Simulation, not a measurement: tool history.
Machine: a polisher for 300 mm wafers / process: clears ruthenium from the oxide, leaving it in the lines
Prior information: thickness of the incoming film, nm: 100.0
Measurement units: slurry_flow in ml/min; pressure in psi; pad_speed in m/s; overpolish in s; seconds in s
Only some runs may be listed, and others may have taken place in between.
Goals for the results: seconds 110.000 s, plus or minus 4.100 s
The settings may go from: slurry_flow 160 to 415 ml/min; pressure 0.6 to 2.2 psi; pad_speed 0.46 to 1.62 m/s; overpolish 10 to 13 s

run 1 hour=0.0 | slurry_flow=265 pressure=1.4 pad_speed=1.04 overpolish=13 | seconds=169.960
run 2 hour=6.1 | slurry_flow=265 pressure=1.4 pad_speed=1.12 overpolish=13 | seconds=162.240
run 3 hour=10.9 | slurry_flow=265 pressure=1.4 pad_speed=1.12 overpolish=10 | seconds=162.240
run 4 hour=12.3 | slurry_flow=265 pressure=1.1 pad_speed=1.12 overpolish=10 | seconds=202.280
run 5 hour=17.7 | slurry_flow=265 pressure=1.1 pad_speed=1.04 overpolish=10 | seconds=212.550
run 6 hour=26.5 | slurry_flow=265 pressure=1.3 pad_speed=1.04 overpolish=10 | seconds=184.090
run 7 hour=34.7 | slurry_flow=265 pressure=1.5 pad_speed=1.04 overpolish=10 | seconds=158.750
-- hour=42.2 worn pad replaced by a new one
run 8 hour=42.2 | slurry_flow=265 pressure=1.6 pad_speed=1.04 overpolish=10 | seconds=135.950
run 9 hour=50.4 | slurry_flow=265 pressure=1.7 pad_speed=1.04 overpolish=10 | seconds=126.660
run 10 hour=52.9 | slurry_flow=265 pressure=1.8 pad_speed=1.04 overpolish=10 | seconds=118.460

Which one of the following 4 next-run settings gets every result inside its allowed miss? There is exactly one.
run A hour=55.4 | slurry_flow=235 pressure=1.7 pad_speed=1.30 overpolish=12 | seconds=?
run B hour=55.4 | slurry_flow=270 pressure=2.1 pad_speed=1.10 overpolish=12 | seconds=?
run C hour=55.4 | slurry_flow=295 pressure=1.7 pad_speed=1.10 overpolish=10 | seconds=?
run D hour=55.4 | slurry_flow=270 pressure=1.9 pad_speed=0.90 overpolish=10 | seconds=?

move=A seconds=110.420
move=B seconds=99.265
move=C seconds=121.120
move=D seconds=124.350
A: all results in spec
B: moves the result that the last run missed by most past its target, out the other side
C: moves away from the targets compared with the last run
D: moves away from the targets compared with the last run
The move that meets every target is A.
